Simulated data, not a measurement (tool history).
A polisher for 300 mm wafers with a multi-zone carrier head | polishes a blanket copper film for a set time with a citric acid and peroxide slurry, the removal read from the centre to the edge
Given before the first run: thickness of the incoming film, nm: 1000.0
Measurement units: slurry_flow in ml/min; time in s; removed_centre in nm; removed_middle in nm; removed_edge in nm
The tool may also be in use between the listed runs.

run 1 day=0.000 | slurry_flow=175 centre_zone=1.00 middle_zone=1.00 edge_zone=1.00 slurry_solids=1.00 time=32 | removed_centre=73.137 removed_middle=73.448 removed_edge=75.069
run 2 day=0.083 | slurry_flow=175 centre_zone=1.00 middle_zone=1.00 edge_zone=0.93 slurry_solids=1.00 time=32 | removed_centre=74.009 removed_middle=73.756 removed_edge=71.733
run 3 day=0.379 | slurry_flow=175 centre_zone=0.92 middle_zone=1.00 edge_zone=0.93 slurry_solids=1.00 time=32 | removed_centre=67.217 removed_middle=72.849 removed_edge=71.374
run 4 day=0.592 | slurry_flow=205 centre_zone=0.92 middle_zone=1.00 edge_zone=0.93 slurry_solids=1.00 time=32 | removed_centre=68.961 removed_middle=75.436 removed_edge=74.094
run 5 day=0.879 | slurry_flow=195 centre_zone=0.90 middle_zone=0.97 edge_zone=0.93 slurry_solids=0.90 time=31 | removed_centre=64.607 removed_middle=68.710 removed_edge=69.158
run 6 day=1.050 | slurry_flow=195 centre_zone=0.90 middle_zone=0.90 edge_zone=0.93 slurry_solids=0.90 time=31 | removed_centre=65.196 removed_middle=65.208 removed_edge=69.632

Run 7, settings as shown, results not yet in. Your forecast:
run 7 day=1.238 | slurry_flow=185 centre_zone=0.88 middle_zone=0.89 edge_zone=0.94 slurry_solids=0.85 time=30 | removed_centre=? removed_middle=? removed_edge=?

{"run 7": {"removed_centre": 59.671, "removed_middle": 61.065, "removed_edge": 67.563}}
